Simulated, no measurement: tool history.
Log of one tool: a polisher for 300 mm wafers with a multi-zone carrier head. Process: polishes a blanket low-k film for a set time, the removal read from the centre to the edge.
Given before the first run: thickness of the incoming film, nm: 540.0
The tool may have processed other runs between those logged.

| run | day | flow of slurry (ml/min) | pressure of the head's centre zone | pressure of the head's middle zone | pressure of the head's edge zone | abrasive content of the slurry | polishing time (s) | film removed at the wafer's centre (nm) | film removed at mid-radius (nm) | film removed at the wafer's edge (nm) |
|---|---|---|---|---|---|---|---|---|---|---|
| 1 | 0.000 | 265 | 1.00 | 1.00 | 1.00 | 1.00 | 73 | 28.987 | 28.693 | 28.856 |
| 2 | 0.121 | 260 | 0.99 | 0.98 | 0.98 | 0.90 | 71 | 26.668 | 25.934 | 25.819 |
| 3 | 0.479 | 260 | 0.99 | 0.98 | 0.98 | 0.90 | 57 | 21.154 | 20.944 | 21.215 |
| 4 | 0.646 | 260 | 0.99 | 0.98 | 0.98 | 1.00 | 57 | 22.205 | 22.022 | 21.941 |
| 5 | 0.788 | 255 | 0.97 | 0.95 | 0.96 | 1.00 | 57 | 21.680 | 21.370 | 22.234 |
| 6 | 1.025 | 255 | 0.97 | 0.94 | 0.95 | 0.95 | 57 | 21.407 | 20.654 | 21.673 |
| 7 | 1.258 | 255 | 0.97 | 0.94 | 0.95 | 0.95 | 57 | 21.030 | 20.784 | 21.313 |
| 8 | 1.300 | 250 | 0.97 | 0.92 | 0.93 | 0.90 | 57 | 20.564 | 19.916 | 20.847 |
| 9 | 1.512 | 250 | 0.97 | 0.91 | 0.92 | 0.85 | 57 | 19.922 | 19.311 | 20.304 |
| 10 | 1.729 | 250 | 0.97 | 0.91 | 0.92 | 0.85 | 57 | 20.183 | 19.031 | 20.000 |
| 11 | 1.846 | 245 | 0.96 | 0.90 | 0.91 | 0.85 | 57 | 19.925 | 18.890 | 19.441 |
| 12 | 1.879 | 240 | 0.95 | 0.89 | 0.91 | 0.85 | 57 | 19.600 | 18.579 | 19.898 |
| 13 | 2.225 | 235 | 0.94 | 0.89 | 0.90 | 0.85 | 57 | 19.364 | 18.862 | 19.732 |
| 14 | 2.396 | 230 | 0.94 | 0.88 | 0.89 | 0.85 | 57 | 19.293 | 18.364 | 19.525 |
| 15 | 2.729 | 225 | 0.94 | 0.88 | 0.88 | 0.85 | 57 | 19.123 | 18.295 | 19.469 |
| 16 | 2.775 | 220 | 0.94 | 0.88 | 0.87 | 0.85 | 57 | 19.467 | 18.158 | 18.963 |
| 17 | 2.867 | 215 | 0.93 | 0.88 | 0.87 | 0.85 | 57 | 19.285 | 18.250 | 19.295 |

Predict the results of run 18:
| 18 | 3.242 | 215 | 0.91 | 0.87 | 0.82 | 0.75 | 57 | ? | ? | ? |

{"run 18": {"film removed at the wafer's centre (nm)": 17.389, "film removed at mid-radius (nm)": 16.8, "film removed at the wafer's edge (nm)": 17.743}}
